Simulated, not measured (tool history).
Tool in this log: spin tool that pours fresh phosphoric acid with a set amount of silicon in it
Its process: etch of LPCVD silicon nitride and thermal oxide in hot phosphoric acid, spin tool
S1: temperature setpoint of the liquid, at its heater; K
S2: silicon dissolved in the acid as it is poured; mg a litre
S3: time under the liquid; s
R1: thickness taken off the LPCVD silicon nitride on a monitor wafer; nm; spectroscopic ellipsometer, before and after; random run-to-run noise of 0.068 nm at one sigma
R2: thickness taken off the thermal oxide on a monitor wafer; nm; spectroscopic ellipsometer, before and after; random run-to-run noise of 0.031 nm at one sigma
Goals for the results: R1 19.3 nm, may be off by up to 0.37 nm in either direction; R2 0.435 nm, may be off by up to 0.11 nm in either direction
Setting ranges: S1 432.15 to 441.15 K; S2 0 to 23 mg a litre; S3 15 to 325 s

{"run": 1, "day": 0.0, "S1": 437.15, "S2": 10, "S3": 165, "R1": 15.926, "R2": 0.45022}
{"run": 2, "day": 0.342, "S1": 438.15, "S2": 10, "S3": 165, "R1": 16.562, "R2": 0.51323}
{"run": 3, "day": 0.438, "S1": 438.15, "S2": 5, "S3": 165, "R1": 16.525, "R2": 0.62133}
{"run": 4, "day": 0.771, "S1": 438.15, "S2": 6.5, "S3": 165, "R1": 16.611, "R2": 0.51755}
{"run": 5, "day": 1.058, "S1": 438.15, "S2": 11.5, "S3": 165, "R1": 16.48, "R2": 0.4897}
{"run": 6, "day": 1.204, "S1": 438.15, "S2": 13, "S3": 165, "R1": 16.469, "R2": 0.49103}
{"run": 7, "day": 1.338, "S1": 438.15, "S2": 14, "S3": 170, "R1": 17.004, "R2": 0.51996}
{"run": 8, "day": 1.496, "S1": 438.15, "S2": 15, "S3": 175, "R1": 17.565, "R2": 0.5397}

5 candidate next runs follow, results not yet known. Just one meets every target within its allowed miss. Identify it.
{"run": "A", "day": 1.654, "S1": 435.15, "S2": 17.5, "S3": 220, "R1": "?", "R2": "?"}
{"run": "B", "day": 1.654, "S1": 436.15, "S2": 18.5, "S3": 205, "R1": "?", "R2": "?"}
{"run": "C", "day": 1.654, "S1": 441.15, "S2": 11, "S3": 165, "R1": "?", "R2": "?"}
{"run": "D", "day": 1.654, "S1": 437.15, "S2": 16, "S3": 190, "R1": "?", "R2": "?"}
{"run": "E", "day": 1.654, "S1": 436.65, "S2": 19, "S3": 170, "R1": "?", "R2": "?"}

move=A R1=19.93 R2=0.48269
move=B R1=19.198 R2=0.47265
move=C R1=18.202 R2=0.64761
move=D R1=18.391 R2=0.50003
move=E R1=16.186 R2=0.40112
A: takes the result that was furthest off past its target
B: each result inside its tolerance
C: better than the last run, though not everything is in spec
D: better than the last run, though not everything is in spec
E: its largest miss is bigger than the last run's
Move B is the one to make.
